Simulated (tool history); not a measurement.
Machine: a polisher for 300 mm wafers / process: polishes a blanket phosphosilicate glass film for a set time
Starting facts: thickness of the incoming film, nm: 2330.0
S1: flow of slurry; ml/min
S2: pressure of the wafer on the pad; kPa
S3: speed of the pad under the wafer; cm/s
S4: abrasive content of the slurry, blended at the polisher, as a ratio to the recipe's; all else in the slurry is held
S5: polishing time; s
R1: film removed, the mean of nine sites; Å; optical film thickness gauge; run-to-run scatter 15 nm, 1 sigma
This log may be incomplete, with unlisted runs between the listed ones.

Run 1, hour 0: S1 175 ml/min, S2 16.5 kPa, S3 120 cm/s, S4 1, S5 94 s. Result: R1 5968 Å.
Run 2, hour 2.5: S1 175 ml/min, S2 16.5 kPa, S3 120 cm/s, S4 0.9, S5 94 s. Result: R1 5610.6 Å.
Run 3, hour 9.7: S1 175 ml/min, S2 17.9 kPa, S3 124 cm/s, S4 0.9, S5 94 s. Result: R1 6241.2 Å.
Run 4, hour 13.4: S1 145 ml/min, S2 17.9 kPa, S3 124 cm/s, S4 0.9, S5 94 s. Result: R1 6133.7 Å.
Run 5, hour 20.1: S1 115 ml/min, S2 17.9 kPa, S3 124 cm/s, S4 0.9, S5 94 s. Result: R1 5845.6 Å.
Run 6, hour 24: S1 120 ml/min, S2 19.3 kPa, S3 128 cm/s, S4 0.9, S5 94 s. Result: R1 6320.1 Å.
Run 7, hour 28.9: S1 125 ml/min, S2 20.7 kPa, S3 134 cm/s, S4 0.9, S5 94 s. Result: R1 7146.1 Å.
Run 8, hour 37: S1 130 ml/min, S2 21.4 kPa, S3 138 cm/s, S4 0.9, S5 94 s. Result: R1 7557.2 Å.
Run 9, hour 40.8: S1 135 ml/min, S2 22.1 kPa, S3 142 cm/s, S4 0.9, S5 94 s. Result: R1 8198.2 Å.
Run 10, hour 49.2: S1 140 ml/min, S2 22.8 kPa, S3 144 cm/s, S4 0.9, S5 94 s. Result: R1 8560.9 Å.
Run 11, hour 57.2: S1 145 ml/min, S2 23.4 kPa, S3 146 cm/s, S4 0.9, S5 94 s. Result: R1 9072.5 Å.
Run 12, hour 58.9: S1 150 ml/min, S2 24.1 kPa, S3 148 cm/s, S4 0.9, S5 94 s. Result: R1 9246.6 Å.
Run 13, hour 64: S1 150 ml/min, S2 24.1 kPa, S3 152 cm/s, S4 0.9, S5 94 s. Result: R1 9623.2 Å.

Run 14 is up next; what results do you expect?
Run 14, hour 69: S1 150 ml/min, S2 24.1 kPa, S3 154 cm/s, S4 0.9, S5 94 s. Result: R1 ?.

Run 14 produced R1 9756.4 Å.
